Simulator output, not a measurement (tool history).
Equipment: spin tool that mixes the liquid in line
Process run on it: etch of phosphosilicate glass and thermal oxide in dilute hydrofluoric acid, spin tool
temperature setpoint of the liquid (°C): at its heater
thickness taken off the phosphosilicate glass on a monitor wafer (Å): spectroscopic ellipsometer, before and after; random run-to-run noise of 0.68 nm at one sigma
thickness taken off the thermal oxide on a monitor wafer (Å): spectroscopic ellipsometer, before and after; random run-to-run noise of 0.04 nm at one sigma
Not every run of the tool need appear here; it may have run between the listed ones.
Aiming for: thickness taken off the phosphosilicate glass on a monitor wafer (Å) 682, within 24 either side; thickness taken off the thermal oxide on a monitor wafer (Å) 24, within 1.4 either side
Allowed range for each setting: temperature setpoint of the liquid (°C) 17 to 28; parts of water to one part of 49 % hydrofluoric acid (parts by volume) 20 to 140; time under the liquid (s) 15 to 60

run	hour	temperature setpoint of the liquid (°C)	parts of water to one part of 49 % hydrofluoric acid (parts by volume)	time under the liquid (s)	thickness taken off the phosphosilicate glass on a monitor wafer (Å)	thickness taken off the thermal oxide on a monitor wafer (Å)
1	0	20	75	30	462.19	16.916
2	6.9	21.5	75	30	493.82	17.27
3	8.5	21.5	60	30	635.73	21.656
4	11.9	21.5	60	35	730.73	25.967
5	20.8	21.5	60	45	932.74	33.508
6	23.5	21.5	60	60	1228.8	42.304
7	30	21	65	60	1133.3	39.798
8	35	20.5	70	60	1020.5	35.217
9	38.7	20	75	60	924.92	32.754
10	46.2	19.5	75	60	917.04	30.756

Which one of the following 4 next-run settings gets every result inside its allowed miss? There is exactly one.
A	53.7	17	55	60	?	?
B	53.7	19	85	60	?	?
C	53.7	25	75	60	?	?
D	53.7	23	85	45	?	?

move	thickness taken off the phosphosilicate glass on a monitor wafer (Å)	thickness taken off the thermal oxide on a monitor wafer (Å)
A	1129.2	40.305
B	769.47	27.465
C	1128.3	40.273
D	680.28	24.282
A: moves away from the targets compared with the last run
B: closes in on the targets versus the last run, not all within tolerance yet
C: moves away from the targets compared with the last run
D: every result lands within tolerance
So the answer is move D, the one that meets all the targets.
